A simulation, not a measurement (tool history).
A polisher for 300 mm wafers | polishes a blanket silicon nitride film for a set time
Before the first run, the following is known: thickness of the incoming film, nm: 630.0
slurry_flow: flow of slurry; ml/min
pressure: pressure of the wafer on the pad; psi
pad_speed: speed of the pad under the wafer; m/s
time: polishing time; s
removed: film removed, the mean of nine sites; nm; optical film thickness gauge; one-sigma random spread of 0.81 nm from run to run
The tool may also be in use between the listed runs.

run    day  slurry_flow  pressure  pad_speed  time  removed
  1      0          310       2.9        1.1    98   130.58
  2  0.304          310       2.8        1.1    98   127.91
  3    0.4          310       2.7        1.1    98   123.56
  4  0.692          310         3        1.1    98   132.42
  5  0.917          310       3.4        1.1    98   143.59
  6  1.262          310       3.2        1.1    98   138.23
  7  1.504          310         3        1.1    98    132.4
  8  1.688          310       2.9        1.1    98   128.64
  9  1.758          310       2.8        1.1    98    127.1
 10  2.075          310       2.7        1.1    98    122.8

Run 11 has not been measured yet. What should we expect?
 11  2.375          310       2.6        1.1    98        ?

removed: 120.18 nm
